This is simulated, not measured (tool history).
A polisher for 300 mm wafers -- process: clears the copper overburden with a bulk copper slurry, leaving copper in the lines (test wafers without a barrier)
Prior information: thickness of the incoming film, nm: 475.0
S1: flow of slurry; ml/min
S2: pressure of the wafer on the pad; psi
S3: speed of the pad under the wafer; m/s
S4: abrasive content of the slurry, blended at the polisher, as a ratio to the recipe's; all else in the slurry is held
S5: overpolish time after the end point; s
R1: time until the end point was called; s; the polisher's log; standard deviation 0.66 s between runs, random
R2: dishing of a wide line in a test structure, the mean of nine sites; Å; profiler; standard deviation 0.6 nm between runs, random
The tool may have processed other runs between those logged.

run 1 hour=0 | S1=310 S2=1.6 S3=1 S4=1 S5=20 | R1=79.7 R2=644.83
run 2 hour=6.8 | S1=310 S2=1.3 S3=1 S4=1 S5=20 | R1=96.692 R2=546.38
run 3 hour=11.1 | S1=310 S2=1.4 S3=1.02 S4=1 S5=18 | R1=89.236 R2=545.06
run 4 hour=16.8 | S1=310 S2=1.5 S3=1.02 S4=1 S5=16 | R1=84.097 R2=536.13
run 5 hour=18.3 | S1=260 S2=1.5 S3=1.02 S4=1 S5=16 | R1=84.597 R2=532.36
run 6 hour=23.8 | S1=260 S2=1.5 S3=1.16 S4=1 S5=16 | R1=75.679 R2=583.08
run 7 hour=30.4 | S1=265 S2=1.5 S3=1.16 S4=1 S5=15 | R1=75.13 R2=541.46

What does the tool deliver on the next run?
run 8 hour=36.8 | S1=270 S2=1.6 S3=1.18 S4=1 S5=14 | R1=? R2=?

Run 8 came out at R1 70.553 s, R2 553.36 Å.
